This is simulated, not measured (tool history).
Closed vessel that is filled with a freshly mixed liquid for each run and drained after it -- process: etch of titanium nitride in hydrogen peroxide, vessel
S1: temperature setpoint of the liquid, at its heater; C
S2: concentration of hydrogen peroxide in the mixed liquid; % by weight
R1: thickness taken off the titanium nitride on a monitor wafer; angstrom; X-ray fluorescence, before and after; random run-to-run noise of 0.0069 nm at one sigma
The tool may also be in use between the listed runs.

run 1 hour=0 | S1=55 S2=19.5 time_in_the_liquid_(s)=70 | R1=31.32
run 2 hour=9 | S1=58 S2=19.5 time_in_the_liquid_(s)=70 | R1=38.42
run 3 hour=17.2 | S1=58 S2=21 time_in_the_liquid_(s)=70 | R1=39.251
run 4 hour=23.7 | S1=58 S2=21 time_in_the_liquid_(s)=70 | R1=38.924
run 5 hour=27.8 | S1=58 S2=24 time_in_the_liquid_(s)=70 | R1=40.429
run 6 hour=34.6 | S1=54.5 S2=24 time_in_the_liquid_(s)=70 | R1=31.507
run 7 hour=36.2 | S1=52 S2=24 time_in_the_liquid_(s)=70 | R1=26.432
run 8 hour=41.3 | S1=50.5 S2=24 time_in_the_liquid_(s)=70 | R1=23.617

Predict the results of run 9:
run 9 hour=44.2 | S1=50.5 S2=24 time_in_the_liquid_(s)=70 | R1=?

R1: 23.798 angstrom
